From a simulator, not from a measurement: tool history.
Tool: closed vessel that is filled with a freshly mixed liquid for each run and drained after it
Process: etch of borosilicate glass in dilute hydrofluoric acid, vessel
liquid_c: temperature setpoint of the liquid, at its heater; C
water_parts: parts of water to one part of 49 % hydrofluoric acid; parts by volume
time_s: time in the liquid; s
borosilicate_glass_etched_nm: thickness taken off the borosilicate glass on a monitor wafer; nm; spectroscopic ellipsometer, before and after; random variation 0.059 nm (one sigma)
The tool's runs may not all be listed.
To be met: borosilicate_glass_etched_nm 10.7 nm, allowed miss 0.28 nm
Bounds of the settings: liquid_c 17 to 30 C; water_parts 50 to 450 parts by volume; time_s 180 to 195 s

run	hour	liquid_c	water_parts	time_s	borosilicate_glass_etched_nm
1	0	22	250	180	18.908
2	7.3	22	250	180	18.736
3	9.9	21.5	260	180	17.566
4	14.1	21	265	180	16.817
5	20.2	21	180	180	26.866
6	25.8	21	180	180	26.948
7	32.6	20.5	195	180	23.789
8	40	17	295	180	12.688
# hour 48.7: thermometer replaced
9	48.7	17	300	180	13.445
10	56.9	17	305	180	13.103
11	64.1	17	310	180	12.904
12	69.5	17	315	180	12.663
13	70.7	17	320	180	12.334
14	73.5	17	325	180	12.193
15	80.6	17	330	180	12.024
16	81.3	17	335	180	11.695
17	89.6	17	350	180	11.104

5 next moves are on the table. One of them brings every result within its allowed miss. Which?
A	97.9	19	430	195	?
B	97.9	17	345	185	?
C	97.9	19	365	180	?
D	97.9	17	335	180	?
E	97.9	17	365	185	?

move	borosilicate_glass_etched_nm
A	9.757
B	11.494
C	11.184
D	11.611
E	10.692
A: takes the result that was furthest off past its target
B: further off than the last run
C: further off than the last run
D: further off than the last run
E: meets every target
Move E is the one to make.
